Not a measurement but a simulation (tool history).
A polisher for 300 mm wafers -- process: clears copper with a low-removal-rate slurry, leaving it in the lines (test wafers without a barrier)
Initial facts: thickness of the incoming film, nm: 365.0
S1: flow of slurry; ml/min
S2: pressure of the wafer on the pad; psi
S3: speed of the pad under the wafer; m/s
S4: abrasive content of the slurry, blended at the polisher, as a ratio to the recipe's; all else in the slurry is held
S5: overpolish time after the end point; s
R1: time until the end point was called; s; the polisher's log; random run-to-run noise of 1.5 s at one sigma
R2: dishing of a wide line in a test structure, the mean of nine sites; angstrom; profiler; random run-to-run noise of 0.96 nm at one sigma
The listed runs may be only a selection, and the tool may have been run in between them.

Run 1, hour 0: S1 210 ml/min, S2 3.5 psi, S3 1.04 m/s, S4 1, S5 23 s. Result: R1 84.417 s, R2 543.89 angstrom.
Run 2, hour 2.3: S1 210 ml/min, S2 3.5 psi, S3 1.04 m/s, S4 1.2, S5 23 s. Result: R1 81.978 s, R2 560.21 angstrom.
Run 3, hour 8.7: S1 210 ml/min, S2 3.5 psi, S3 0.88 m/s, S4 1.2, S5 23 s. Result: R1 94.513 s, R2 519.52 angstrom.
Run 4, hour 11.4: S1 210 ml/min, S2 3.6 psi, S3 0.88 m/s, S4 1.2, S5 21 s. Result: R1 92.329 s, R2 526.86 angstrom.
Run 5, hour 15: S1 210 ml/min, S2 3.6 psi, S3 0.88 m/s, S4 1.4, S5 21 s. Result: R1 87.531 s, R2 495.92 angstrom.
Run 6, hour 16.7: S1 210 ml/min, S2 3.6 psi, S3 0.68 m/s, S4 1.4, S5 21 s. Result: R1 102.14 s, R2 436.09 angstrom.
Run 7, hour 18.5: S1 210 ml/min, S2 3.7 psi, S3 0.68 m/s, S4 1.4, S5 20 s. Result: R1 95.51 s, R2 461.41 angstrom.

The next listed run, before its measurement:
Run 8, hour 20.2: S1 210 ml/min, S2 4 psi, S3 0.72 m/s, S4 1.4, S5 9 s. Result: R1 ?, R2 ?.

R1: 89.649 s
R2: 238.03 angstrom
